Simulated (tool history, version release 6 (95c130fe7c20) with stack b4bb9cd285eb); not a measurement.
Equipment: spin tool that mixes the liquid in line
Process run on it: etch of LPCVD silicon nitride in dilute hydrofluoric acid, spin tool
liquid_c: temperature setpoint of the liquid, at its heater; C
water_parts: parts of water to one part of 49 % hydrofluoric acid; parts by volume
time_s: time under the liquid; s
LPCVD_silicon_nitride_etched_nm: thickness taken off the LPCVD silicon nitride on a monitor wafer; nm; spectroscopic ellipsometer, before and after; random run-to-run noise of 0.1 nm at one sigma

run,hour,liquid_c,water_parts,time_s,LPCVD_silicon_nitride_etched_nm
1,0,24,55,300,2.4451
2,5,25.5,55,300,2.7267
3,12.7,22.5,55,300,2.1805
4,19.1,24,55,300,2.4312
5,24.5,25.5,55,300,2.6984
6,29.5,26.5,55,300,2.9245
7,37.7,27.5,55,300,2.9519

Run 8 is up next; what results do you expect?
8,44,28,50,300,?

Run 8 gave LPCVD_silicon_nitride_etched_nm 3.4238 nm.

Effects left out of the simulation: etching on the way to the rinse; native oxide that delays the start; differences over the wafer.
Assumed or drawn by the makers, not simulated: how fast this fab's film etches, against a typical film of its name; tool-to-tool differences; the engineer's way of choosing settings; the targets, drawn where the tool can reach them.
